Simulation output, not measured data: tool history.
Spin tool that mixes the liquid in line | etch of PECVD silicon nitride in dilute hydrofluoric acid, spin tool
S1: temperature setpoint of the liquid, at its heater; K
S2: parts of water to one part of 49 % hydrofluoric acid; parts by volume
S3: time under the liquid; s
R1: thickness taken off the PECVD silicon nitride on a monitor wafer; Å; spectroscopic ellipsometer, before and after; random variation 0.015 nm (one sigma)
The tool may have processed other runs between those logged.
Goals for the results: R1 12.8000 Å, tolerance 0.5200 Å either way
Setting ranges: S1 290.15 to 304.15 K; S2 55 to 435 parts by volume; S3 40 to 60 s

run 1 hour=0.0 | S1=296.15 S2=245 S3=60 | R1=7.0327
run 2 hour=6.8 | S1=297.15 S2=240 S3=60 | R1=7.7260
run 3 hour=13.0 | S1=297.65 S2=240 S3=60 | R1=8.0367
run 4 hour=15.0 | S1=298.15 S2=240 S3=60 | R1=8.2542
run 5 hour=17.3 | S1=298.65 S2=240 S3=60 | R1=8.3574
run 6 hour=20.0 | S1=302.15 S2=240 S3=60 | R1=10.3220
run 7 hour=22.5 | S1=302.15 S2=235 S3=60 | R1=10.6990
run 8 hour=25.7 | S1=303.15 S2=225 S3=60 | R1=11.7080

5 next moves are on the table. One of them brings every result within its allowed miss. Which?
run A hour=28.9 | S1=304.15 S2=150 S3=40 | R1=?
run B hour=28.9 | S1=301.65 S2=175 S3=60 | R1=?
run C hour=28.9 | S1=301.65 S2=230 S3=60 | R1=?
run D hour=28.9 | S1=297.15 S2=195 S3=60 | R1=?
run E hour=28.9 | S1=301.15 S2=220 S3=60 | R1=?

move=A R1=12.7740
move=B R1=14.0690
move=C R1=10.6680
move=D R1=9.5372
move=E R1=10.8280
A: each result inside its tolerance
B: pushes the last run's worst result past its target
C: further off than the last run
D: further off than the last run
E: further off than the last run
Move A is the one to make.
